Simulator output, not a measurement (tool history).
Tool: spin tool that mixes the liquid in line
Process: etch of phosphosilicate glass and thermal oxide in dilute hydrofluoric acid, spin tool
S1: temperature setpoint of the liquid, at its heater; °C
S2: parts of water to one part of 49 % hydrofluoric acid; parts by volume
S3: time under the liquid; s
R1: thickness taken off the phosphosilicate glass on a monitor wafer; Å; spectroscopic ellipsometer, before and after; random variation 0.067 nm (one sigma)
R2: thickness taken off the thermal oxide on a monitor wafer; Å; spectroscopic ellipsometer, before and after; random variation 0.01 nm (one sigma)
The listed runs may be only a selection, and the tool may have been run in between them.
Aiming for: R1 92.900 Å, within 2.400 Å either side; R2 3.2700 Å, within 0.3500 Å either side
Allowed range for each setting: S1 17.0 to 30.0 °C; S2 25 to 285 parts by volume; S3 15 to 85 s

run  hour    S1   S2  S3       R1       R2
  1   0.0  22.0  155  45  336.970  11.5500
  2   5.4  22.0  110  45  498.780  17.6410
  3   9.3  22.0   70  45  813.420  26.8440
  4  10.4  21.0  100  45  536.370  18.1930
  5  16.8  21.0  100  30  352.980  12.9990
  6  24.5  19.0  100  30  322.130  11.4560
  7  25.3  18.5  120  30  261.310   8.8588
  8  33.7  18.5  185  25  132.610   4.5531
  9  41.2  18.5  190  25  127.640   4.6590
 10  43.7  18.0  195  25  121.930   4.3313
 11  47.5  18.0  200  25  118.840   4.1501
 12  54.3  18.0  205  25  116.030   4.0433
 13  56.0  18.0  210  25  111.600   3.8237
 14  61.9  18.0  215  25  106.570   3.9162
 15  68.2  17.5  220  25  103.300   3.5399
 16  72.3  17.5  225  25  100.140   3.3975
 17  77.9  18.5  235  25  100.010   3.5665
 18  84.9  18.0  235  25   97.651   3.2783
 19  88.0  18.0  235  25   97.184   3.5870

4 next moves are on the table. One of them brings every result within its allowed miss. Which?
  A  91.1  21.5  235  20   ?   ?
  B  91.1  18.5  235  25   ?   ?
  C  91.1  17.0  235  25   ?   ?
  D  91.1  19.5  265  25   ?   ?

move       R1      R2
   A   89.757  3.0572
   B  100.150  3.4114
   C   94.489  3.2184
   D   89.762  3.0574
A: takes the biggest miss from the last run beyond its target
B: its largest miss is bigger than the last run's
C: all results in spec
D: takes the biggest miss from the last run beyond its target
The right move is C.
